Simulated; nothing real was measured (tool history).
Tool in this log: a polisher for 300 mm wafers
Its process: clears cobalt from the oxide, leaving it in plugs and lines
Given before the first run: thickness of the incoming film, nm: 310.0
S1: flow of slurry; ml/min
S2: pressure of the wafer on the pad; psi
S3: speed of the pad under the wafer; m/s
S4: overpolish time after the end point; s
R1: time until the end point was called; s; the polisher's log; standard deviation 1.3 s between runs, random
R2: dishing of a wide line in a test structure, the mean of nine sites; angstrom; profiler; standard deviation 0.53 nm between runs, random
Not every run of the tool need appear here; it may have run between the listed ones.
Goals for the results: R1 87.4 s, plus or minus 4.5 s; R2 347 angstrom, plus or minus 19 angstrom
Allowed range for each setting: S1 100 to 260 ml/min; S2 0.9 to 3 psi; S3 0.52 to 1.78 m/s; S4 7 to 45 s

run 1 day=0 | S1=165 S2=1.9 S3=1.14 S4=23 | R1=57.043 R2=643.32
run 2 day=0.3 | S1=165 S2=1.7 S3=1.14 S4=20 | R1=64.83 R2=598.76
run 3 day=0.571 | S1=165 S2=1.7 S3=1.38 S4=20 | R1=52.513 R2=630.9
run 4 day=0.696 | S1=150 S2=1.5 S3=1.38 S4=17 | R1=59.563 R2=563.73
run 5 day=0.967 | S1=150 S2=1.5 S3=1.38 S4=9 | R1=60.568 R2=368.48
run 6 day=1.258 | S1=150 S2=1.4 S3=1.38 S4=9 | R1=62.793 R2=362.01
run 7 day=1.621 | S1=150 S2=1.3 S3=1.36 S4=9 | R1=69.631 R2=342.53
run 8 day=1.979 | S1=150 S2=1.2 S3=1.36 S4=10 | R1=69.922 R2=350.14
run 9 day=2.05 | S1=145 S2=1.1 S3=1.34 S4=11 | R1=80.907 R2=349.13
run 10 day=2.208 | S1=140 S2=1.1 S3=1.34 S4=11 | R1=80.142 R2=348.01
run 11 day=2.546 | S1=135 S2=1.1 S3=1.34 S4=11 | R1=80.292 R2=343.55
run 12 day=2.879 | S1=130 S2=1.1 S3=1.34 S4=11 | R1=81.506 R2=341.12
run 13 day=2.917 | S1=125 S2=1.1 S3=1.34 S4=11 | R1=82.696 R2=340.66
run 14 day=3.258 | S1=120 S2=1.1 S3=1.34 S4=11 | R1=82.763 R2=338.72

4 next moves are on the table. One of them brings every result within its allowed miss. Which?
run A day=3.6 | S1=165 S2=1.2 S3=1.28 S4=10 | R1=? R2=?
run B day=3.6 | S1=135 S2=1.1 S3=1.44 S4=11 | R1=? R2=?
run C day=3.6 | S1=175 S2=1.1 S3=1.44 S4=11 | R1=? R2=?
run D day=3.6 | S1=115 S2=0.9 S3=1.46 S4=12 | R1=? R2=?

move=A R1=74.79 R2=332.1
move=B R1=74.539 R2=357.01
move=C R1=70.997 R2=369.69
move=D R1=88.675 R2=335.24
A: moves away from the targets compared with the last run
B: moves away from the targets compared with the last run
C: moves away from the targets compared with the last run
D: every result lands within tolerance
The right move is D.
